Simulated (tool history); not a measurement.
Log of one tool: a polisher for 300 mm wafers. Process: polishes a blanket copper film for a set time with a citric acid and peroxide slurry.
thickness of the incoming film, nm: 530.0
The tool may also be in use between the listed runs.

run  hour  flow of slurry (ml/min)  pressure of the wafer on the pad (kPa)  speed of the pad under the wafer (cm/s)  abrasive content of the slurry  polishing time (s)  film removed (Å)
  1     0                      305                                      29                                       98                               1                  34            1046.7
  2   4.4                      305                                      31                                       98                               1                  34            1093.7
  3  12.8                      305                                      31                                       98                             0.8                  34            1055.7
  4  14.2                      305                                    26.9                                       98                             0.8                  34            957.76
  5  20.1                      305                                    26.9                                       98                             0.8                  30            848.46
  6  21.4                      305                                    26.9                                      112                             0.8                  30            944.51
  7  29.7                      305                                    30.3                                      114                             0.8                  30            1064.2
  8  36.1                      305                                    38.6                                      116                             0.8                  30            1284.3
  9  38.3                      305                                    39.3                                      116                             0.8                  30            1322.8

Run 10, settings as shown, results not yet in. Your forecast:
 10    43                      305                                      40                                      116                             0.8                  30                 ?

Run 10 came out at film removed (Å) 1335.2.
